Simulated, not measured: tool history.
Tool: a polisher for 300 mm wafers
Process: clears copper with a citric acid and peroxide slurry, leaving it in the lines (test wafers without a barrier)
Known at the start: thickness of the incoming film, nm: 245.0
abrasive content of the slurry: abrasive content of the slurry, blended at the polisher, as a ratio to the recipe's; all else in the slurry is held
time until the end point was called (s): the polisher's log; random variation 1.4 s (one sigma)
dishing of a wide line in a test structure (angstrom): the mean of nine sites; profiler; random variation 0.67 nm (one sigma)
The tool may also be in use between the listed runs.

run  hour  flow of slurry (ml/min)  pressure of the wafer on the pad (psi)  speed of the pad under the wafer (cm/s)  abrasive content of the slurry  overpolish time after the end point (s)  time until the end point was called (s)  dishing of a wide line in a test structure (angstrom)
  1   0.0                      320                                     2.5                                       98                             1.0                                       18                                   140.68                                                 188.76
  2   1.4                      320                                     2.8                                       98                             1.0                                       19                                   127.97                                                 232.79
  3  10.0                      320                                     3.3                                       98                             1.0                                       19                                   105.16                                                 258.22
  4  15.2                      320                                     3.3                                       80                             1.0                                       19                                   132.37                                                 216.48
  5  16.1                      350                                     3.3                                       80                             1.0                                       19                                   130.94                                                 218.80
  6  18.6                      350                                     3.4                                       84                             1.0                                       20                                   121.02                                                 241.83

Forecast run 7:
  7  23.8                      350                                     3.5                                       86                             1.0                                       21                                        ?                                                      ?

{"run 7": {"time until the end point was called (s)": 116.6, "dishing of a wide line in a test structure (angstrom)": 275.43}}
